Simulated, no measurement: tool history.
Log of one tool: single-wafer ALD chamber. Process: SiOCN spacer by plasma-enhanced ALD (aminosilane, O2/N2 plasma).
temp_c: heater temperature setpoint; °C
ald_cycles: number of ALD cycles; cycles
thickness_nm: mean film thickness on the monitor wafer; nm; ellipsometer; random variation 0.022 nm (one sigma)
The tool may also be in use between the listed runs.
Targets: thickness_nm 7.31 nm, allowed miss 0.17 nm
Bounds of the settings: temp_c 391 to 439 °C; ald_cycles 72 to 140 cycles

run 1 hour=0 | temp_c=415 ald_cycles=106 | thickness_nm=6.1433
run 2 hour=7.3 | temp_c=415 ald_cycles=118 | thickness_nm=6.8329
run 3 hour=12.6 | temp_c=425 ald_cycles=118 | thickness_nm=6.6218
run 4 hour=17.3 | temp_c=425 ald_cycles=108 | thickness_nm=6.0567
run 5 hour=24.4 | temp_c=423 ald_cycles=110 | thickness_nm=6.2096
run 6 hour=25.5 | temp_c=423 ald_cycles=104 | thickness_nm=5.8605
run 7 hour=30.5 | temp_c=421 ald_cycles=107 | thickness_nm=6.1292
run 8 hour=34.8 | temp_c=419 ald_cycles=109 | thickness_nm=6.2215
run 9 hour=43.6 | temp_c=418 ald_cycles=111 | thickness_nm=6.39
run 10 hour=48.6 | temp_c=416 ald_cycles=112 | thickness_nm=6.5017

Which of these 5 next moves meets every target?
run A hour=53.6 | temp_c=408 ald_cycles=122 | thickness_nm=?
run B hour=53.6 | temp_c=417 ald_cycles=92 | thickness_nm=?
run C hour=53.6 | temp_c=419 ald_cycles=118 | thickness_nm=?
run D hour=53.6 | temp_c=418 ald_cycles=94 | thickness_nm=?
run E hour=53.6 | temp_c=412 ald_cycles=100 | thickness_nm=?

move=A thickness_nm=7.2178
move=B thickness_nm=5.2745
move=C thickness_nm=6.7171
move=D thickness_nm=5.37
move=E thickness_nm=5.8349
A: meets every target
B: further off than the last run
C: nearer than the last run, and not there yet
D: further off than the last run
E: further off than the last run
The right move is A.
